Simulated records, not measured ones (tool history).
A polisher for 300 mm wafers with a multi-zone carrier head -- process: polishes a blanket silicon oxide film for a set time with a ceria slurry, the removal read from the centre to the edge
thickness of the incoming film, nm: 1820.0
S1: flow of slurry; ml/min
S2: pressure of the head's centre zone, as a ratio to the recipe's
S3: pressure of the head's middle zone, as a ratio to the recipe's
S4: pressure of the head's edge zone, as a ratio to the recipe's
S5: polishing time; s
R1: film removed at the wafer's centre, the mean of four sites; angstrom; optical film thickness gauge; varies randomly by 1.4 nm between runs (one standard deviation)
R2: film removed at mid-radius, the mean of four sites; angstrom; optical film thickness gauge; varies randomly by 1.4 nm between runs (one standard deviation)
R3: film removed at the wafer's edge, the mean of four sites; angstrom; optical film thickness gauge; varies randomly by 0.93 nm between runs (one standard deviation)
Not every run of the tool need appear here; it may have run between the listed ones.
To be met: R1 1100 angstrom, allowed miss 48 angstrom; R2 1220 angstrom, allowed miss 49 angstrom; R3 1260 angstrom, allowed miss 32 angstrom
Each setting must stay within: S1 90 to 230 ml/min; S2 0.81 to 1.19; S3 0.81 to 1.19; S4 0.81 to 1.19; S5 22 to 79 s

Run 1, day 0: S1 150 ml/min, S2 1, S3 1, S4 1, S5 50 s. Result: R1 1414.9 angstrom, R2 1454.9 angstrom, R3 1415.9 angstrom.
Run 2, day 0.092: S1 145 ml/min, S2 0.98, S3 0.99, S4 0.99, S5 50 s. Result: R1 1392.4 angstrom, R2 1427.5 angstrom, R3 1385.2 angstrom.
Run 3, day 0.45: S1 145 ml/min, S2 0.98, S3 0.99, S4 0.99, S5 45 s. Result: R1 1220.6 angstrom, R2 1288.6 angstrom, R3 1251.1 angstrom.
Run 4, day 0.6: S1 170 ml/min, S2 0.98, S3 0.99, S4 0.99, S5 45 s. Result: R1 1289.9 angstrom, R2 1333.7 angstrom, R3 1264.7 angstrom.
Run 5, day 0.846: S1 170 ml/min, S2 0.98, S3 0.99, S4 0.99, S5 58 s. Result: R1 1649.3 angstrom, R2 1737.6 angstrom, R3 1657.6 angstrom.
Run 6, day 1.108: S1 135 ml/min, S2 0.98, S3 0.99, S4 0.99, S5 58 s. Result: R1 1541.2 angstrom, R2 1634.7 angstrom, R3 1590 angstrom.
Run 7, day 1.192: S1 130 ml/min, S2 0.96, S3 0.97, S4 0.98, S5 58 s. Result: R1 1558.2 angstrom, R2 1573.1 angstrom, R3 1593.3 angstrom.
Run 8, day 1.238: S1 125 ml/min, S2 0.94, S3 0.97, S4 0.98, S5 57 s. Result: R1 1455.5 angstrom, R2 1572.8 angstrom, R3 1547.5 angstrom.
Run 9, day 1.396: S1 120 ml/min, S2 0.93, S3 0.96, S4 0.97, S5 56 s. Result: R1 1439.4 angstrom, R2 1515.6 angstrom, R3 1500.9 angstrom.
Run 10, day 1.683: S1 115 ml/min, S2 0.92, S3 0.96, S4 0.97, S5 55 s. Result: R1 1362.6 angstrom, R2 1424 angstrom, R3 1456.9 angstrom.

Consider the 4 candidate settings below. Which is the only one whose results all fall within their allowed miss of target?
Run A, day 1.971: S1 115 ml/min, S2 0.91, S3 0.91, S4 0.94, S5 51 s. Result: R1 ?, R2 ?, R3 ?.
Run B, day 1.971: S1 100 ml/min, S2 0.95, S3 1.02, S4 1.1, S5 46 s. Result: R1 ?, R2 ?, R3 ?.
Run C, day 1.971: S1 90 ml/min, S2 0.81, S3 0.81, S4 1.16, S5 51 s. Result: R1 ?, R2 ?, R3 ?.
Run D, day 1.971: S1 125 ml/min, S2 0.9, S3 0.97, S4 0.81, S5 47 s. Result: R1 ?, R2 ?, R3 ?.

move      R1      R2      R3
   A  1251.3  1277.5  1361.8
   B  1109.7  1213.6  1285.6
   C  1044.8  1069.9  1432.2
   D  1174.2  1270.5  1190.9
A: nearer the targets than the last run, but a result is still out of spec
B: each result inside its tolerance
C: nearer the targets than the last run, but a result is still out of spec
D: the result that was furthest off in the last run now lies on the other side of its target
Correct choice: B, which meets every target
